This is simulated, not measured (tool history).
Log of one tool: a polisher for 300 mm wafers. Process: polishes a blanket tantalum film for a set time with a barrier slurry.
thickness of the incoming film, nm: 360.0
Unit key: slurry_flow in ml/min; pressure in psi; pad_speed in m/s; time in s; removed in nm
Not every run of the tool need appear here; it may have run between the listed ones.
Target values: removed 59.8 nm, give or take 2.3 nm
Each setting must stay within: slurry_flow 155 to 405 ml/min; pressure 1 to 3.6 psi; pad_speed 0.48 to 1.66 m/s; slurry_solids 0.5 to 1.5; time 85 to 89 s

run,day,slurry_flow,pressure,pad_speed,slurry_solids,time,removed
1,0,260,2.3,1.06,1,85,147.72
2,0.367,260,2.3,1.06,1,89,156.27
3,0.667,300,2.3,1.06,1,89,153.93
4,0.758,345,2.3,1.06,1,89,159.32
5,1.058,345,2.3,1.06,0.8,89,151.98
6,1.225,345,1.8,1.06,0.8,89,121.83
7,1.421,345,1.6,0.96,0.8,89,96.061
8,1.583,345,1.5,0.92,0.8,89,87.709
9,1.642,345,1.4,0.9,0.8,89,79.81
10,1.7,345,1.3,0.88,0.8,89,73.17
11,1.971,345,1.2,0.88,0.8,89,67.951
12,2.033,340,1.2,0.88,0.8,89,66.695
13,2.375,330,1.2,0.88,0.8,89,65.715
14,2.75,320,1.2,0.88,0.8,89,67.07
15,2.85,320,1.2,0.88,0.8,89,67.324
16,3.146,320,1.2,0.88,0.8,89,67.356
17,3.325,315,1.2,0.88,0.8,89,66.532
18,3.383,305,1,0.86,0.8,89,53.83
19,3.621,315,1,0.86,0.8,89,55.11
20,3.683,325,1,0.86,0.8,89,54.326
21,4.042,330,1,0.86,0.8,89,54.924

Below are 4 possible settings for the next run. Only one of them brings all results inside the allowed miss of their targets. Which is it?
A,4.4,240,1,0.84,0.7,89,?
B,4.4,355,1.2,0.68,0.65,87,?
C,4.4,395,1,0.78,0.95,85,?
D,4.4,290,1.1,0.9,0.7,87,?

move,removed
A,50.051
B,48.411
C,50.127
D,58.382
A: further off than the last run
B: further off than the last run
C: further off than the last run
D: every result within its allowed miss
Move D is the one to make.
